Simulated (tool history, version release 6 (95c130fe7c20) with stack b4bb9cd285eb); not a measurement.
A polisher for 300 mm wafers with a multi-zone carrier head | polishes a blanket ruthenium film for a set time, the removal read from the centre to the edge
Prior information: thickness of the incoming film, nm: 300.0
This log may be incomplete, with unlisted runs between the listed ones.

run    day  flow of slurry (ml/min)  pressure of the head's centre zone  pressure of the head's middle zone  pressure of the head's edge zone  polishing time (s)  film removed at the wafer's centre (nm)  film removed at mid-radius (nm)  film removed at the wafer's edge (nm)
  1      0                      215                                   1                                   1                                 1                  59                                   35.209                           34.491                                 35.008
  2  0.233                      215                                   1                                0.92                                 1                  59                                   35.201                            31.91                                 35.423
  3  0.475                      215                                   1                                0.92                                 1                  69                                   41.006                           38.455                                 41.157
  4  0.562                      215                                0.94                                0.92                                 1                  69                                   38.336                           37.448                                 41.654
  5  0.621                      215                                0.94                                0.92                              1.08                  69                                   38.409                           38.329                                 43.495
  6  0.671                      215                                0.94                                0.98                              1.08                  69                                   38.463                           40.664                                  42.95
  7  0.875                      230                                0.99                                   1                               1.1                  70                                   41.476                           42.028                                 45.039
  8  1.167                      290                                1.09                                 1.1                                 1                  74                                   49.802                           49.231                                 46.402
  9  1.325                      295                                1.11                                1.11                              1.01                  74                                    50.69                           49.763                                 46.068
 10  1.379                      300                                1.12                                1.12                              1.02                  75                                   52.353                           50.898                                 46.881
 11  1.554                      305                                1.13                                1.12                              1.03                  75                                   52.709                           51.056                                  47.59

What will run 12 give?
 12  1.762                      310                                1.14                                1.13                              1.03                  75                                        ?                                ?                                      ?

Run 12 gave film removed at the wafer's centre (nm) 53.545, film removed at mid-radius (nm) 51.092, film removed at the wafer's edge (nm) 47.126.
